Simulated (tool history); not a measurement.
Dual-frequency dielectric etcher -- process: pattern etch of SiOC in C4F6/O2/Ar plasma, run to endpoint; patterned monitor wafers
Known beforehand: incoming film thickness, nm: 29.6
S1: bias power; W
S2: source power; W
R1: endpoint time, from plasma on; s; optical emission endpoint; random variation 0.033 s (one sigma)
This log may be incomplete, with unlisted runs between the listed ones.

| run | hour | S1 | S2 | R1 |
|---|---|---|---|---|
| 1 | 0.0 | 554 | 460 | 8.4243 |
| 2 | 3.3 | 593 | 460 | 8.2304 |
| 3 | 7.8 | 593 | 380 | 8.6630 |
| 4 | 14.6 | 632 | 400 | 8.4430 |
| 5 | 16.0 | 662 | 430 | 8.1644 |
| 6 | 18.4 | 570 | 430 | 8.4687 |

Run 7 is up next; what results do you expect?
| 7 | 25.1 | 604 | 460 | ? |

R1: 8.1866 s

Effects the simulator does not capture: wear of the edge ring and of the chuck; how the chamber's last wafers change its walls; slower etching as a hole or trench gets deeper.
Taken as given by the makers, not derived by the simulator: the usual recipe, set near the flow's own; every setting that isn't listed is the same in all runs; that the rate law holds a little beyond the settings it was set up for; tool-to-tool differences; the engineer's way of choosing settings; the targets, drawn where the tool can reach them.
